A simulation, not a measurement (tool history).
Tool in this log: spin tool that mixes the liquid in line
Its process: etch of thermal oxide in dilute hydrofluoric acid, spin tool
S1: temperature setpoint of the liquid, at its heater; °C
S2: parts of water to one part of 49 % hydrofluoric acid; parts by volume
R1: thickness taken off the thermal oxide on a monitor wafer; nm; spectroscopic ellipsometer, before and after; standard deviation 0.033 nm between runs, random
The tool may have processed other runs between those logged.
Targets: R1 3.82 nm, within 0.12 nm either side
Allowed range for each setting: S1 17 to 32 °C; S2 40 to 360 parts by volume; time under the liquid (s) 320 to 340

{"run": 1, "hour": 0.0, "S1": 24, "S2": 200, "time under the liquid (s)": 320, "R1": 7.734}
{"run": 2, "hour": 0.7, "S1": 24, "S2": 200, "time under the liquid (s)": 340, "R1": 8.1444}
{"run": 3, "hour": 4.7, "S1": 22.5, "S2": 220, "time under the liquid (s)": 340, "R1": 6.9629}
{"run": 4, "hour": 9.9, "S1": 21.5, "S2": 235, "time under the liquid (s)": 340, "R1": 6.1153}
{"run": 5, "hour": 17.1, "S1": 21.5, "S2": 165, "time under the liquid (s)": 340, "R1": 9.3924}
{"run": 6, "hour": 18.3, "S1": 21.5, "S2": 125, "time under the liquid (s)": 340, "R1": 12.849}
{"run": 7, "hour": 22.8, "S1": 20.5, "S2": 165, "time under the liquid (s)": 340, "R1": 8.9615}
{"run": 8, "hour": 28.7, "S1": 20.5, "S2": 165, "time under the liquid (s)": 340, "R1": 9.0068}
{"run": 9, "hour": 32.2, "S1": 20.5, "S2": 165, "time under the liquid (s)": 340, "R1": 9.046}
{"run": 10, "hour": 40.7, "S1": 19.5, "S2": 190, "time under the liquid (s)": 340, "R1": 7.3653}
{"run": 11, "hour": 46.4, "S1": 19, "S2": 210, "time under the liquid (s)": 340, "R1": 6.4155}
{"run": 12, "hour": 49.3, "S1": 18.5, "S2": 225, "time under the liquid (s)": 340, "R1": 5.7476}
{"run": 13, "hour": 53.6, "S1": 18, "S2": 240, "time under the liquid (s)": 340, "R1": 5.2535}

Below are 4 possible settings for the next run. Only one of them brings all results inside the allowed miss of their targets. Which is it?
{"run": "A", "hour": 57.9, "S1": 19, "S2": 200, "time under the liquid (s)": 340, "R1": "?"}
{"run": "B", "hour": 57.9, "S1": 17, "S2": 285, "time under the liquid (s)": 335, "R1": "?"}
{"run": "C", "hour": 57.9, "S1": 17, "S2": 285, "time under the liquid (s)": 320, "R1": "?"}
{"run": "D", "hour": 57.9, "S1": 17, "S2": 265, "time under the liquid (s)": 320, "R1": "?"}

move=A R1=6.7168
move=B R1=3.9985
move=C R1=3.8194
move=D R1=4.1741
A: further off than the last run
B: nearer the targets than the last run, but a result is still out of spec
C: each result inside its tolerance
D: nearer the targets than the last run, but a result is still out of spec
C is the move that brings every result within its allowed miss.

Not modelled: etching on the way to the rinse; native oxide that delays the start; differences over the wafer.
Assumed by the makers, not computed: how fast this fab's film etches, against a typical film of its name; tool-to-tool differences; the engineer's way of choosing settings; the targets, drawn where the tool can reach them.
